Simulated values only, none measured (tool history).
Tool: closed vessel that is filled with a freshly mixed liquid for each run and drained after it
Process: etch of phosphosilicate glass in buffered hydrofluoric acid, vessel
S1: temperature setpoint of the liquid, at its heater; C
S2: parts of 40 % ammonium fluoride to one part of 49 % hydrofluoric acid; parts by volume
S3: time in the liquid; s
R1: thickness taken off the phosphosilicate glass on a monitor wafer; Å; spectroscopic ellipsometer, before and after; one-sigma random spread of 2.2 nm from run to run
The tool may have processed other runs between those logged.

Run 1, day 0: S1 23 C, S2 14.5 parts by volume, S3 85 s. Result: R1 2246.6 Å.
Run 2, day 0.204: S1 26 C, S2 14.5 parts by volume, S3 85 s. Result: R1 2684.6 Å.
Run 3, day 0.308: S1 26 C, S2 14.5 parts by volume, S3 95 s. Result: R1 3006.2 Å.
Run 4, day 0.483: S1 25.5 C, S2 14.5 parts by volume, S3 95 s. Result: R1 2887.6 Å.
Run 5, day 0.575: S1 25.5 C, S2 12.5 parts by volume, S3 95 s. Result: R1 3408.5 Å.
Run 6, day 0.808: S1 25 C, S2 12.5 parts by volume, S3 95 s. Result: R1 3212.5 Å.
Run 7, day 1.117: S1 24.5 C, S2 12.5 parts by volume, S3 95 s. Result: R1 3201.8 Å.

What will run 8 give?
Run 8, day 1.254: S1 24 C, S2 12.5 parts by volume, S3 95 s. Result: R1 ?.

{"run 8": {"R1": 3102.2}}
